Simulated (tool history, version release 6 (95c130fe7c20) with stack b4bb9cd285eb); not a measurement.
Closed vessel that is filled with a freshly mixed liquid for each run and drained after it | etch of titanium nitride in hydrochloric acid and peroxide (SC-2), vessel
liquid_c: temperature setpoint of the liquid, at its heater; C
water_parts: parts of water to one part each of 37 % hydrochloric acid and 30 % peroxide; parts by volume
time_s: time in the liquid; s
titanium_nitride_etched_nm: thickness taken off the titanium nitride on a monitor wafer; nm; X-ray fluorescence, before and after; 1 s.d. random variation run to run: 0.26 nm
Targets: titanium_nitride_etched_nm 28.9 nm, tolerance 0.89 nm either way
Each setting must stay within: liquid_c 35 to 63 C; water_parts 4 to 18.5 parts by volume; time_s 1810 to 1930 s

Run 1, hour 0: liquid_c 47 C, water_parts 10.5 parts by volume, time_s 1810 s. Result: titanium_nitride_etched_nm 55.51 nm.
Run 2, hour 6.6: liquid_c 47 C, water_parts 10.5 parts by volume, time_s 1930 s. Result: titanium_nitride_etched_nm 60.705 nm.
Run 3, hour 10.4: liquid_c 47 C, water_parts 10.5 parts by volume, time_s 1810 s. Result: titanium_nitride_etched_nm 56.543 nm.
Run 4, hour 11.3: liquid_c 47 C, water_parts 8.5 parts by volume, time_s 1810 s. Result: titanium_nitride_etched_nm 67.543 nm.
Run 5, hour 15.2: liquid_c 47 C, water_parts 6 parts by volume, time_s 1810 s. Result: titanium_nitride_etched_nm 87.722 nm.
Run 6, hour 18.4: liquid_c 53 C, water_parts 6 parts by volume, time_s 1810 s. Result: titanium_nitride_etched_nm 131.02 nm.
Run 7, hour 22.9: liquid_c 49 C, water_parts 6.5 parts by volume, time_s 1810 s. Result: titanium_nitride_etched_nm 94.238 nm.
Run 8, hour 31.5: liquid_c 46 C, water_parts 7 parts by volume, time_s 1810 s. Result: titanium_nitride_etched_nm 73.148 nm.
Run 9, hour 36.7: liquid_c 43.5 C, water_parts 7.5 parts by volume, time_s 1810 s. Result: titanium_nitride_etched_nm 57.592 nm.
Run 10, hour 45.4: liquid_c 43.5 C, water_parts 7.5 parts by volume, time_s 1810 s. Result: titanium_nitride_etched_nm 57.926 nm.
Run 11, hour 50.3: liquid_c 41.5 C, water_parts 7.5 parts by volume, time_s 1810 s. Result: titanium_nitride_etched_nm 50.564 nm.
Run 12, hour 52.8: liquid_c 40 C, water_parts 7.5 parts by volume, time_s 1810 s. Result: titanium_nitride_etched_nm 44.625 nm.
Run 13, hour 61.3: liquid_c 39 C, water_parts 7.5 parts by volume, time_s 1810 s. Result: titanium_nitride_etched_nm 42.183 nm.
Run 14, hour 68.5: liquid_c 35 C, water_parts 9 parts by volume, time_s 1810 s. Result: titanium_nitride_etched_nm 27.326 nm.

Consider the 5 candidate settings below. Which is the only one whose results all fall within their allowed miss of target?
Run A, hour 75.7: liquid_c 35.5 C, water_parts 10 parts by volume, time_s 1870 s. Result: titanium_nitride_etched_nm ?.
Run B, hour 75.7: liquid_c 36.5 C, water_parts 10.5 parts by volume, time_s 1930 s. Result: titanium_nitride_etched_nm ?.
Run C, hour 75.7: liquid_c 35 C, water_parts 9.5 parts by volume, time_s 1810 s. Result: titanium_nitride_etched_nm ?.
Run D, hour 75.7: liquid_c 36.5 C, water_parts 12 parts by volume, time_s 1930 s. Result: titanium_nitride_etched_nm ?.
Run E, hour 75.7: liquid_c 36.5 C, water_parts 10.5 parts by volume, time_s 1835 s. Result: titanium_nitride_etched_nm ?.

move  titanium_nitride_etched_nm
   A                      27.079
   B                      28.858
   C                      26.367
   D                      25.766
   E                      27.437
A: lands further from the targets than the last run did
B: meets every target
C: lands further from the targets than the last run did
D: lands further from the targets than the last run did
E: gains on the last run, yet a result remains outside its allowed miss
Correct choice: B, which meets every target
